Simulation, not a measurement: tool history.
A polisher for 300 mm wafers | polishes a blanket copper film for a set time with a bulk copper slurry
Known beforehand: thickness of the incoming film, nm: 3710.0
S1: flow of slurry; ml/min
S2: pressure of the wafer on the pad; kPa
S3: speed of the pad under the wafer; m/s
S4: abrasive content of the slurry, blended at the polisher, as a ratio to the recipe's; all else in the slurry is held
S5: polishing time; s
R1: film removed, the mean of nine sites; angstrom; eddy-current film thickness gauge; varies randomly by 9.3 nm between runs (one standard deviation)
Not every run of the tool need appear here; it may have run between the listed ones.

Run 1, day 0: S1 205 ml/min, S2 11.7 kPa, S3 1.28 m/s, S4 1, S5 66 s. Result: R1 5092.9 angstrom.
Run 2, day 0.238: S1 205 ml/min, S2 11.7 kPa, S3 1.46 m/s, S4 1, S5 66 s. Result: R1 5872.8 angstrom.
Run 3, day 0.562: S1 205 ml/min, S2 12.4 kPa, S3 1.46 m/s, S4 1, S5 66 s. Result: R1 6206.8 angstrom.
Run 4, day 0.596: S1 160 ml/min, S2 12.4 kPa, S3 1.46 m/s, S4 1, S5 66 s. Result: R1 5926.3 angstrom.
Run 5, day 0.704: S1 170 ml/min, S2 13.1 kPa, S3 1.46 m/s, S4 1, S5 66 s. Result: R1 6197 angstrom.
Run 6, day 1.067: S1 185 ml/min, S2 13.8 kPa, S3 1.46 m/s, S4 1, S5 66 s. Result: R1 6528.1 angstrom.
Run 7, day 1.388: S1 190 ml/min, S2 14.5 kPa, S3 1.46 m/s, S4 1, S5 66 s. Result: R1 7044.5 angstrom.
Run 8, day 1.612: S1 200 ml/min, S2 14.5 kPa, S3 1.46 m/s, S4 1, S5 66 s. Result: R1 7260 angstrom.
Run 9, day 1.933: S1 205 ml/min, S2 14.5 kPa, S3 1.46 m/s, S4 1, S5 66 s. Result: R1 7250.7 angstrom.
Run 10, day 2.112: S1 210 ml/min, S2 14.5 kPa, S3 1.46 m/s, S4 1, S5 66 s. Result: R1 7144.4 angstrom.

Run 11 has not been measured yet. What should we expect?
Run 11, day 2.175: S1 210 ml/min, S2 14.5 kPa, S3 1.46 m/s, S4 1, S5 66 s. Result: R1 ?.

{"run 11": {"R1": 7137.9}}
